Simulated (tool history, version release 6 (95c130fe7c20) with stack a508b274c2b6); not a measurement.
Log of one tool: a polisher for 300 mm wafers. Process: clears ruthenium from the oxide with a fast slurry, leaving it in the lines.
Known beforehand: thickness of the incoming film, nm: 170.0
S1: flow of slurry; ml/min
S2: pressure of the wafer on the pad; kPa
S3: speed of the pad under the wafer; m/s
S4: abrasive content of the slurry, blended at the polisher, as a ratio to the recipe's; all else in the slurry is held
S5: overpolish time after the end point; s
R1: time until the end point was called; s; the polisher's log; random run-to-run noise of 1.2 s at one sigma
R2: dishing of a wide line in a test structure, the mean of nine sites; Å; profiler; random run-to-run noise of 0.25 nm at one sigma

| run | hour | S1 | S2 | S3 | S4 | S5 | R1 | R2 |
|---|---|---|---|---|---|---|---|---|
| 1 | 0.0 | 140 | 15.9 | 0.90 | 1.0 | 9 | 67.724 | 201.93 |
| 2 | 8.9 | 140 | 13.8 | 0.90 | 1.0 | 9 | 75.238 | 183.29 |
| 3 | 16.4 | 140 | 13.8 | 0.68 | 1.0 | 9 | 99.662 | 143.18 |
| 4 | 17.9 | 140 | 13.8 | 0.78 | 1.0 | 9 | 87.337 | 161.92 |
| 5 | 20.9 | 135 | 12.4 | 0.78 | 1.0 | 10 | 96.335 | 161.86 |
| 6 | 24.2 | 135 | 15.9 | 0.78 | 1.0 | 10 | 76.611 | 195.29 |

For run 7, what comes out?
| 7 | 32.4 | 130 | 13.8 | 0.78 | 1.0 | 10 | ? | ? |

R1: 89.351 s
R2: 172.59 Å

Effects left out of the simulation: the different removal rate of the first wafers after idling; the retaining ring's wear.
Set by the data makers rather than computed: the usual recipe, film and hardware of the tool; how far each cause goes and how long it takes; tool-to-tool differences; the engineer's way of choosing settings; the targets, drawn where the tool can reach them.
